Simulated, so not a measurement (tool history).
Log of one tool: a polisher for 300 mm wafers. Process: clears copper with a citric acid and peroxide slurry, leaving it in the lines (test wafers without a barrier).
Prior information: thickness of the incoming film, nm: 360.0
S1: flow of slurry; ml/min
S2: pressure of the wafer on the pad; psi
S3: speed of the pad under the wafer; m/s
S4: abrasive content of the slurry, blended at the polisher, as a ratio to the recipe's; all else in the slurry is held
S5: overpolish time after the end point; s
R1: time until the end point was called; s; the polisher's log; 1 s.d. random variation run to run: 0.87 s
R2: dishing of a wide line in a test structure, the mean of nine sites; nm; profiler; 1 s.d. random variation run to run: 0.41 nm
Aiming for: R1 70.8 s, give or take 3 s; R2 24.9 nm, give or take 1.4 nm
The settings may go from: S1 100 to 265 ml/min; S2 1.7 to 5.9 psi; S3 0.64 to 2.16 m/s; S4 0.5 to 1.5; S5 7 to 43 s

Run 1, hour 0: S1 170 ml/min, S2 3.8 psi, S3 1.4 m/s, S4 1, S5 22 s. Result: R1 107.56 s, R2 45.873 nm.
Run 2, hour 7.1: S1 170 ml/min, S2 3.8 psi, S3 1.4 m/s, S4 1, S5 18 s. Result: R1 105.81 s, R2 39.96 nm.
Run 3, hour 11.1: S1 170 ml/min, S2 3.8 psi, S3 1.4 m/s, S4 1.15, S5 18 s. Result: R1 103.89 s, R2 41.559 nm.
Run 4, hour 13.6: S1 170 ml/min, S2 3.8 psi, S3 1.4 m/s, S4 0.95, S5 18 s. Result: R1 106.41 s, R2 40.795 nm.
Run 5, hour 20.3: S1 175 ml/min, S2 3.7 psi, S3 1.48 m/s, S4 1.05, S5 16 s. Result: R1 100.45 s, R2 37.635 nm.
Run 6, hour 28.2: S1 175 ml/min, S2 3.7 psi, S3 1.48 m/s, S4 1.2, S5 16 s. Result: R1 99.512 s, R2 37.494 nm.
Run 7, hour 33.2: S1 195 ml/min, S2 3.5 psi, S3 1.86 m/s, S4 1.45, S5 7 s. Result: R1 81.589 s, R2 21.594 nm.
Run 8, hour 35: S1 195 ml/min, S2 3.6 psi, S3 1.86 m/s, S4 1.45, S5 7 s. Result: R1 79.839 s, R2 22.594 nm.
Run 9, hour 39.2: S1 195 ml/min, S2 3.6 psi, S3 1.86 m/s, S4 1.45, S5 7 s. Result: R1 80.529 s, R2 22.191 nm.
Run 10, hour 42.3: S1 195 ml/min, S2 3.7 psi, S3 1.86 m/s, S4 1.45, S5 7 s. Result: R1 78.07 s, R2 22.695 nm.
Run 11, hour 49.9: S1 195 ml/min, S2 3.8 psi, S3 1.86 m/s, S4 1.45, S5 7 s. Result: R1 77.104 s, R2 23.144 nm.
Run 12, hour 56.1: S1 195 ml/min, S2 3.9 psi, S3 1.86 m/s, S4 1.45, S5 7 s. Result: R1 74.258 s, R2 22.505 nm.
Run 13, hour 60.7: S1 195 ml/min, S2 4 psi, S3 1.86 m/s, S4 1.4, S5 8 s. Result: R1 74.856 s, R2 26.556 nm.

5 next moves are on the table. One of them brings every result within its allowed miss. Which?
Run A, hour 65.3: S1 185 ml/min, S2 3.6 psi, S3 1.88 m/s, S4 1.5, S5 8 s. Result: R1 ?, R2 ?.
Run B, hour 65.3: S1 185 ml/min, S2 3.7 psi, S3 1.88 m/s, S4 1.35, S5 10 s. Result: R1 ?, R2 ?.
Run C, hour 65.3: S1 220 ml/min, S2 3.7 psi, S3 2.04 m/s, S4 1.45, S5 7 s. Result: R1 ?, R2 ?.
Run D, hour 65.3: S1 215 ml/min, S2 3.8 psi, S3 1.76 m/s, S4 1.45, S5 7 s. Result: R1 ?, R2 ?.
Run E, hour 65.3: S1 205 ml/min, S2 5.2 psi, S3 1.86 m/s, S4 1.15, S5 7 s. Result: R1 ?, R2 ?.

move      R1      R2
   A  78.799  24.996
   B  78.893  30.621
   C  70.761   24.42
   D  78.906  22.088
   E   62.25   27.69
A: misses by more than the last run did
B: misses by more than the last run did
C: all results land within tolerance of their targets
D: misses by more than the last run did
E: carries the result that was furthest off beyond its target, to the other side
Move C is the one to make.
